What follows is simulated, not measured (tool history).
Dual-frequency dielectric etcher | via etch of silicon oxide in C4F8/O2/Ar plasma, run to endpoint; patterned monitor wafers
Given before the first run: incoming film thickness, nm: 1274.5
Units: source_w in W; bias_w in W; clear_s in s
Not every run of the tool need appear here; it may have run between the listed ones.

{"run": 1, "day": 0.0, "source_w": 2390, "bias_w": 1705, "clear_s": 247.16}
{"run": 2, "day": 0.042, "source_w": 2390, "bias_w": 1399, "clear_s": 262.61}
{"run": 3, "day": 0.392, "source_w": 2390, "bias_w": 1552, "clear_s": 256.14}
{"run": 4, "day": 0.692, "source_w": 2390, "bias_w": 1315, "clear_s": 270.68}
{"run": 5, "day": 0.992, "source_w": 2390, "bias_w": 1592, "clear_s": 253.36}
{"run": 6, "day": 1.238, "source_w": 2120, "bias_w": 1592, "clear_s": 266.14}

Run 7 is up next; what results do you expect?
{"run": 7, "day": 1.421, "source_w": 2480, "bias_w": 1692, "clear_s": "?"}

{"run 7": {"clear_s": 242.71}}

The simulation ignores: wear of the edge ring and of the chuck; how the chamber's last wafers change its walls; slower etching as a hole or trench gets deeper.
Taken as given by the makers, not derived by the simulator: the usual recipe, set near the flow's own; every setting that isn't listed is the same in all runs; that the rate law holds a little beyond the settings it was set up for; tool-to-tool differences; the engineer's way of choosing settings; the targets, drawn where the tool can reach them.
